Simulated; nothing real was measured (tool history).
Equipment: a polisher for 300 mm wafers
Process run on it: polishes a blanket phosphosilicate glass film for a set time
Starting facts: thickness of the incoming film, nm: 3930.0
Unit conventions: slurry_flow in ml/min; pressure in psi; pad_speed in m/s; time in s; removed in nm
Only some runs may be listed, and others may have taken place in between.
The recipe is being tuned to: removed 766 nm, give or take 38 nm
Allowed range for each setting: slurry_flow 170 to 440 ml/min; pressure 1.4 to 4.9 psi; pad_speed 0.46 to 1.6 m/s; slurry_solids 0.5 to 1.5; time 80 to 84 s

| run | day | slurry_flow | pressure | pad_speed | slurry_solids | time | removed |
|---|---|---|---|---|---|---|---|
| 1 | 0 | 280 | 3.1 | 1.02 | 1 | 80 | 603.82 |
| 2 | 0.212 | 280 | 3.1 | 1.02 | 1.2 | 80 | 648.41 |
| 3 | 0.442 | 280 | 3.2 | 1.02 | 1.2 | 80 | 645.1 |
| 4 | 0.575 | 280 | 3.3 | 1.02 | 1.2 | 80 | 673.35 |
| 5 | 0.812 | 340 | 3.3 | 1.02 | 1.2 | 80 | 677.79 |
| 6 | 0.896 | 340 | 3.3 | 1.02 | 1.2 | 80 | 675.14 |
| 7 | 1 | 340 | 3.3 | 1.02 | 1.2 | 80 | 683.57 |
| 8 | 1.058 | 340 | 3.4 | 1.02 | 1.2 | 80 | 703.91 |
| 9 | 1.154 | 340 | 3.5 | 1.02 | 1.2 | 80 | 711.71 |
| 10 | 1.529 | 340 | 3.6 | 1.02 | 1.2 | 80 | 723.94 |

5 next moves are on the table. One of them brings every result within its allowed miss. Which?
| A | 1.904 | 340 | 3.7 | 1 | 0.7 | 84 | ? |
| B | 1.904 | 340 | 3.1 | 0.96 | 1.25 | 80 | ? |
| C | 1.904 | 305 | 3.7 | 1.08 | 1 | 80 | ? |
| D | 1.904 | 340 | 4 | 1.06 | 1.35 | 81 | ? |
| E | 1.904 | 330 | 3.8 | 0.94 | 1.3 | 84 | ? |

| move | removed |
|---|---|
| A | 620.04 |
| B | 629.34 |
| C | 713.79 |
| D | 844.54 |
| E | 755.43 |
A: lands further from the targets than the last run did
B: lands further from the targets than the last run did
C: lands further from the targets than the last run did
D: takes the biggest miss from the last run beyond its target
E: every result within its allowed miss
So the answer is move E, the one that meets all the targets.
